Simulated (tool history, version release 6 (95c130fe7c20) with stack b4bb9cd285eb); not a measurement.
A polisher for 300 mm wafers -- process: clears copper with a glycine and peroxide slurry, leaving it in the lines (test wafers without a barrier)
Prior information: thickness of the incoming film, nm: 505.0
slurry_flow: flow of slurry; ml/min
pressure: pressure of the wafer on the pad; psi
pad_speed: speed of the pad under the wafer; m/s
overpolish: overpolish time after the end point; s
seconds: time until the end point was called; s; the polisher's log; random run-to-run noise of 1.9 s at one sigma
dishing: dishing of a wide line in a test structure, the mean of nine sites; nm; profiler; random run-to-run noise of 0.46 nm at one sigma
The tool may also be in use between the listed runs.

{"run": 1, "day": 0.0, "slurry_flow": 310, "pressure": 1.6, "pad_speed": 0.78, "overpolish": 16, "seconds": 131.88, "dishing": 37.64}
{"run": 2, "day": 0.038, "slurry_flow": 310, "pressure": 1.6, "pad_speed": 0.7, "overpolish": 16, "seconds": 144.34, "dishing": 34.43}
{"run": 3, "day": 0.338, "slurry_flow": 310, "pressure": 1.6, "pad_speed": 0.88, "overpolish": 16, "seconds": 121.45, "dishing": 40.266}
{"run": 4, "day": 0.625, "slurry_flow": 360, "pressure": 1.6, "pad_speed": 0.88, "overpolish": 16, "seconds": 119.15, "dishing": 40.705}
{"run": 5, "day": 0.692, "slurry_flow": 360, "pressure": 1.6, "pad_speed": 0.88, "overpolish": 11, "seconds": 122.7, "dishing": 28.665}
{"run": 6, "day": 0.888, "slurry_flow": 360, "pressure": 1.6, "pad_speed": 1.02, "overpolish": 11, "seconds": 108.87, "dishing": 31.004}
{"run": 7, "day": 1.167, "slurry_flow": 360, "pressure": 1.6, "pad_speed": 1.02, "overpolish": 10, "seconds": 110.97, "dishing": 28.781}
{"run": 8, "day": 1.417, "slurry_flow": 360, "pressure": 1.6, "pad_speed": 1.02, "overpolish": 9, "seconds": 109.51, "dishing": 25.85}
{"day": 1.771, "done": "head pressure recalibrated"}
{"run": 9, "day": 1.771, "slurry_flow": 360, "pressure": 1.4, "pad_speed": 1.0, "overpolish": 5, "seconds": 112.28, "dishing": 15.032}
{"run": 10, "day": 2.104, "slurry_flow": 360, "pressure": 1.4, "pad_speed": 0.98, "overpolish": 5, "seconds": 112.84, "dishing": 14.917}
{"run": 11, "day": 2.446, "slurry_flow": 360, "pressure": 1.4, "pad_speed": 0.96, "overpolish": 5, "seconds": 111.65, "dishing": 14.576}

Predict the results of run 12:
{"run": 12, "day": 2.492, "slurry_flow": 360, "pressure": 1.4, "pad_speed": 0.94, "overpolish": 6, "seconds": "?", "dishing": "?"}

seconds: 118.10 s
dishing: 17.296 nm

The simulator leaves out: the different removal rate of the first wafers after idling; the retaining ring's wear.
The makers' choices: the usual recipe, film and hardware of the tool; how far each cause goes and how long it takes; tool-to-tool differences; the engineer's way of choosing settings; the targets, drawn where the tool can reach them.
